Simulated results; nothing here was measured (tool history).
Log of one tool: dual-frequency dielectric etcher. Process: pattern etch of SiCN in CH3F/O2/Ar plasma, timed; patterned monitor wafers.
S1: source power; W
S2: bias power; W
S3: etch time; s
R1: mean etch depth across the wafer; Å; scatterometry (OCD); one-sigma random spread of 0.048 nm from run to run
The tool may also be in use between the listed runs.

{"run": 1, "hour": 0.0, "S1": 330, "S2": 73, "S3": 32, "R1": 107.26}
{"run": 2, "hour": 7.0, "S1": 350, "S2": 74, "S3": 32, "R1": 109.35}
{"run": 3, "hour": 15.3, "S1": 370, "S2": 76, "S3": 32, "R1": 114.08}
{"run": 4, "hour": 17.1, "S1": 370, "S2": 76, "S3": 32, "R1": 114.99}
{"run": 5, "hour": 19.5, "S1": 380, "S2": 76, "S3": 32, "R1": 115.53}
{"run": 6, "hour": 21.4, "S1": 380, "S2": 84, "S3": 32, "R1": 120.95}

Run 7 has not been measured yet. What should we expect?
{"run": 7, "hour": 25.4, "S1": 390, "S2": 84, "S3": 32, "R1": "?"}

R1: 123.06 Å

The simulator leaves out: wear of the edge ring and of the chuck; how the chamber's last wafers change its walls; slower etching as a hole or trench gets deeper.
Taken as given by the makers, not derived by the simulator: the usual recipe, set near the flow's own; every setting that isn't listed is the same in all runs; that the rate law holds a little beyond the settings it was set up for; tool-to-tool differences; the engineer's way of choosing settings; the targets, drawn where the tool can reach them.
